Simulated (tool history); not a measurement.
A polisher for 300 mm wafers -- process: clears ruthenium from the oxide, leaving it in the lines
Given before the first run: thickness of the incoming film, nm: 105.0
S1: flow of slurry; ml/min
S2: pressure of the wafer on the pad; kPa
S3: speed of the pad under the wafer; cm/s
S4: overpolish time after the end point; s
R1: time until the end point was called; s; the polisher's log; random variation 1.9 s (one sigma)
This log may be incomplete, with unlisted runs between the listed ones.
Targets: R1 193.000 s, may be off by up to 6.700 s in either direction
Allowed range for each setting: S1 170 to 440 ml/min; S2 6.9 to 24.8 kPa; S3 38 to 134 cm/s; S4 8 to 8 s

run 1 day=0.000 | S1=280 S2=15.9 S3=86 S4=8 | R1=97.522
run 2 day=0.242 | S1=280 S2=15.9 S3=86 S4=8 | R1=98.813
run 3 day=0.321 | S1=280 S2=15.2 S3=84 S4=8 | R1=104.720
run 4 day=0.450 | S1=250 S2=15.2 S3=84 S4=8 | R1=107.730
run 5 day=0.529 | S1=250 S2=11.7 S3=84 S4=8 | R1=136.360
run 6 day=0.708 | S1=250 S2=11.0 S3=84 S4=8 | R1=144.340
run 7 day=0.975 | S1=250 S2=10.3 S3=84 S4=8 | R1=152.920
run 8 day=1.267 | S1=250 S2=6.9 S3=84 S4=8 | R1=222.850
run 9 day=1.608 | S1=240 S2=7.6 S3=84 S4=8 | R1=205.620

Exactly one of the 4 candidate moves below puts every result within its allowed miss. Which one?
run A day=1.950 | S1=295 S2=8.3 S3=88 S4=8 | R1=?
run B day=1.950 | S1=275 S2=7.6 S3=78 S4=8 | R1=?
run C day=1.950 | S1=250 S2=9.7 S3=70 S4=8 | R1=?
run D day=1.950 | S1=210 S2=9.7 S3=78 S4=8 | R1=?

move=A R1=181.050
move=B R1=220.590
move=C R1=195.390
move=D R1=181.580
A: the result that was furthest off in the last run now lies on the other side of its target
B: lands further from the targets than the last run did
C: all results in spec
D: the result that was furthest off in the last run now lies on the other side of its target
Answer: C
